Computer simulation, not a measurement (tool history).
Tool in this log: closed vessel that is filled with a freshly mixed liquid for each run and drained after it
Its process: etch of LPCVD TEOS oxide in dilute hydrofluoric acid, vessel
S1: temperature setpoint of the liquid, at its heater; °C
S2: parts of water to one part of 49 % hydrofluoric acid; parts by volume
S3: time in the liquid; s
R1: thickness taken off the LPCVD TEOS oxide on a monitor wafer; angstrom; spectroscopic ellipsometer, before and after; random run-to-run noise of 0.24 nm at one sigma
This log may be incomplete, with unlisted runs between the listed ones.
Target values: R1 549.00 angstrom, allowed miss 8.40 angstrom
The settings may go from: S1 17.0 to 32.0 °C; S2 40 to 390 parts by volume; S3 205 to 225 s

run,hour,S1,S2,S3,R1
1,0.0,24.0,215,205,160.67
2,8.1,25.0,190,205,193.90
3,11.3,25.0,190,225,211.66
4,19.2,25.0,190,205,194.13
5,20.3,25.0,235,205,148.53
6,23.4,26.0,205,205,181.84
7,26.3,27.0,180,205,222.37
8,30.6,28.0,160,205,266.12
9,37.0,28.5,145,205,304.52
10,41.7,28.5,145,205,303.82
11,49.3,29.0,135,205,337.33

Which of these 5 next moves meets every target?
A,56.9,29.5,95,225,?
B,56.9,32.0,115,225,?
C,56.9,28.5,95,225,?
D,56.9,27.5,250,205,?
E,56.9,30.5,105,225,?

move,R1
A,570.58
B,502.57
C,549.30
D,151.75
E,528.44
A: moves the result that the last run missed by most past its target, out the other side
B: nearer than the last run, and not there yet
C: all results land within tolerance of their targets
D: the biggest miss grows against the last run
E: nearer than the last run, and not there yet
The move that meets every target is C.

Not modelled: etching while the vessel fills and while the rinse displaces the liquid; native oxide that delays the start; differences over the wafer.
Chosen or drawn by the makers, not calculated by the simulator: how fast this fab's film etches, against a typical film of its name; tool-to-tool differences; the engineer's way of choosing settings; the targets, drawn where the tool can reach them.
